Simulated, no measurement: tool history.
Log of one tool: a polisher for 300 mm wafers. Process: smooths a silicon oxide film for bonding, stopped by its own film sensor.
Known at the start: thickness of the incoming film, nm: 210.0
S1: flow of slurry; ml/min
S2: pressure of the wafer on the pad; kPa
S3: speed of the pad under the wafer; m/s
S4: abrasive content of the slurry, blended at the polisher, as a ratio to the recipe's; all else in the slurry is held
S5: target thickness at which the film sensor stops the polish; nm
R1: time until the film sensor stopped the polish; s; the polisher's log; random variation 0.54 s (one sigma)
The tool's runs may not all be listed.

run	hour	S1	S2	S3	S4	S5	R1
1	0.0	120	19.3	0.90	1.0	192	23.794
2	8.9	120	19.3	1.00	1.0	192	22.025
3	13.6	120	19.3	1.00	1.0	192	22.205
4	15.1	120	17.2	0.98	1.0	192	23.820
5	19.0	120	17.2	0.98	1.0	193	22.166
6	21.0	120	17.2	0.98	1.0	192	23.922
7	28.0	120	15.2	0.96	1.0	192	27.175
8	29.9	120	15.2	0.96	1.0	192	26.951
9	31.5	120	13.8	0.96	1.0	192	29.303

Run 10 comes next. What will it give?
10	32.7	120	13.1	0.96	1.0	192	?

Run 10 gave R1 29.081 s.
